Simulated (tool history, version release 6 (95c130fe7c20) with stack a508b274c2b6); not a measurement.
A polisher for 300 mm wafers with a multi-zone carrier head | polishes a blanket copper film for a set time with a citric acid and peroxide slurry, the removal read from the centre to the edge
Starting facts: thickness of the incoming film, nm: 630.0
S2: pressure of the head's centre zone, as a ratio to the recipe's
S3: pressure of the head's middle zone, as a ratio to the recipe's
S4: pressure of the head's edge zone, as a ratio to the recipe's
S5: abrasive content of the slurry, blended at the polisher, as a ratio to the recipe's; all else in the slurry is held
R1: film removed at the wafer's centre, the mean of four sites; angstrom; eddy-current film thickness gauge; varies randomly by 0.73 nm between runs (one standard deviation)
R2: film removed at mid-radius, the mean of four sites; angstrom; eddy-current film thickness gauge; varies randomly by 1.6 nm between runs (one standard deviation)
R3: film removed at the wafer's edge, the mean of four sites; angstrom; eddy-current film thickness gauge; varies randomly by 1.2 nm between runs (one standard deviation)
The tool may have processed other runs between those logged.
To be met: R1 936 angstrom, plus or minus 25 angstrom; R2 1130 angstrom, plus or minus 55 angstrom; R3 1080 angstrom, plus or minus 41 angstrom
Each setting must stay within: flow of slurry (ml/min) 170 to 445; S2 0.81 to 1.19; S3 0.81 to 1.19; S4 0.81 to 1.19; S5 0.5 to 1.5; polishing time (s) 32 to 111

Run 1, hour 0: flow of slurry (ml/min) 285, S2 1, S3 1, S4 1, S5 1, polishing time (s) 71. Result: R1 1449.8 angstrom, R2 1456.5 angstrom, R3 1401.6 angstrom.
Run 2, hour 8.2: flow of slurry (ml/min) 275, S2 0.96, S3 0.99, S4 0.99, S5 0.9, polishing time (s) 69. Result: R1 1283 angstrom, R2 1403.1 angstrom, R3 1318.7 angstrom.
Run 3, hour 10.8: flow of slurry (ml/min) 275, S2 0.94, S3 0.96, S4 0.97, S5 0.8, polishing time (s) 68. Result: R1 1193.9 angstrom, R2 1279.3 angstrom, R3 1268.4 angstrom.
Run 4, hour 14.7: flow of slurry (ml/min) 275, S2 0.94, S3 0.9, S4 0.97, S5 0.8, polishing time (s) 68. Result: R1 1200.8 angstrom, R2 1212.7 angstrom, R3 1265.1 angstrom.
Run 5, hour 20.3: flow of slurry (ml/min) 270, S2 0.92, S3 0.91, S4 0.94, S5 0.75, polishing time (s) 67. Result: R1 1129.1 angstrom, R2 1171.5 angstrom, R3 1189 angstrom.
Run 6, hour 29.3: flow of slurry (ml/min) 260, S2 0.89, S3 0.92, S4 0.93, S5 0.75, polishing time (s) 67. Result: R1 1097.7 angstrom, R2 1146.3 angstrom, R3 1169.5 angstrom.
Run 7, hour 36.1: flow of slurry (ml/min) 260, S2 0.89, S3 0.92, S4 0.93, S5 0.75, polishing time (s) 67. Result: R1 1092.6 angstrom, R2 1169.8 angstrom, R3 1172.5 angstrom.
Run 8, hour 39: flow of slurry (ml/min) 255, S2 0.87, S3 0.93, S4 0.92, S5 0.7, polishing time (s) 67. Result: R1 1050.7 angstrom, R2 1178.5 angstrom, R3 1155 angstrom.
At hour 42: slurry nozzle cleaned.
Run 9, hour 42: flow of slurry (ml/min) 250, S2 0.86, S3 0.93, S4 0.91, S5 0.65, polishing time (s) 67. Result: R1 1017.3 angstrom, R2 1162.1 angstrom, R3 1133.5 angstrom.

Which single option among these 5 for the next run brings every result within its allowed miss of target? Just one does.
Run A, hour 45: flow of slurry (ml/min) 275, S2 0.88, S3 0.93, S4 0.92, S5 0.75, polishing time (s) 68. Result: R1 ?, R2 ?, R3 ?.
Run B, hour 45: flow of slurry (ml/min) 250, S2 0.86, S3 0.94, S4 0.81, S5 0.5, polishing time (s) 79. Result: R1 ?, R2 ?, R3 ?.
Run C, hour 45: flow of slurry (ml/min) 220, S2 0.82, S3 0.96, S4 0.9, S5 0.7, polishing time (s) 63. Result: R1 ?, R2 ?, R3 ?.
Run D, hour 45: flow of slurry (ml/min) 245, S2 0.87, S3 0.88, S4 0.91, S5 0.85, polishing time (s) 64. Result: R1 ?, R2 ?, R3 ?.
Run E, hour 45: flow of slurry (ml/min) 230, S2 0.9, S3 0.94, S4 0.84, S5 0.7, polishing time (s) 69. Result: R1 ?, R2 ?, R3 ?.

move      R1      R2      R3
   A  1138.4  1244.9  1210.6
   B  1126.6  1273.7  1161.2
   C  940.89  1137.4  1070.8
   D  1085.5  1148.7  1167.3
   E  1137.2  1228.8  1140.7
A: further off than the last run
B: further off than the last run
C: hits every target within its allowed miss
D: further off than the last run
E: further off than the last run
Move C is the one to make.
